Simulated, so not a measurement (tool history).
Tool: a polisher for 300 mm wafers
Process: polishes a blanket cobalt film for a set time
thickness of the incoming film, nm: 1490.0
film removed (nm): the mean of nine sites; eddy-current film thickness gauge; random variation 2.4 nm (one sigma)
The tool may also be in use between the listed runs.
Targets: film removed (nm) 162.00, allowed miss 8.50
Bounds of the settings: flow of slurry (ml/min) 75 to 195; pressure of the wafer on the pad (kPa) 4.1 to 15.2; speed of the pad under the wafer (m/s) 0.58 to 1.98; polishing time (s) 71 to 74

| run | hour | flow of slurry (ml/min) | pressure of the wafer on the pad (kPa) | speed of the pad under the wafer (m/s) | polishing time (s) | film removed (nm) |
|---|---|---|---|---|---|---|
| 1 | 0.0 | 125 | 9.7 | 1.28 | 71 | 293.61 |
| 2 | 8.9 | 125 | 8.3 | 1.26 | 71 | 245.81 |
| 3 | 15.3 | 125 | 7.6 | 1.26 | 71 | 233.68 |
| 4 | 21.9 | 125 | 6.9 | 1.24 | 71 | 209.21 |
| 5 | 24.1 | 125 | 9.0 | 1.24 | 71 | 265.98 |
| 6 | 26.6 | 125 | 9.0 | 1.00 | 71 | 223.15 |
| 7 | 32.5 | 125 | 8.3 | 1.00 | 71 | 212.27 |
| 8 | 40.3 | 115 | 5.5 | 0.96 | 71 | 132.05 |
| 9 | 42.0 | 125 | 5.5 | 0.96 | 71 | 136.93 |
| 10 | 47.5 | 130 | 5.5 | 0.96 | 71 | 138.25 |
| 11 | 55.6 | 135 | 5.5 | 0.96 | 71 | 135.49 |

4 next moves are on the table. One of them brings every result within its allowed miss. Which?
| A | 63.7 | 135 | 5.5 | 1.16 | 73 | ? |
| B | 63.7 | 180 | 6.2 | 0.78 | 72 | ? |
| C | 63.7 | 165 | 4.8 | 1.14 | 72 | ? |
| D | 63.7 | 160 | 4.1 | 1.04 | 71 | ? |

| move | film removed (nm) |
|---|---|
| A | 167.13 |
| B | 145.23 |
| C | 148.84 |
| D | 117.88 |
A: meets every target
B: nearer than the last run, and not there yet
C: nearer than the last run, and not there yet
D: further off than the last run
The right move is A.
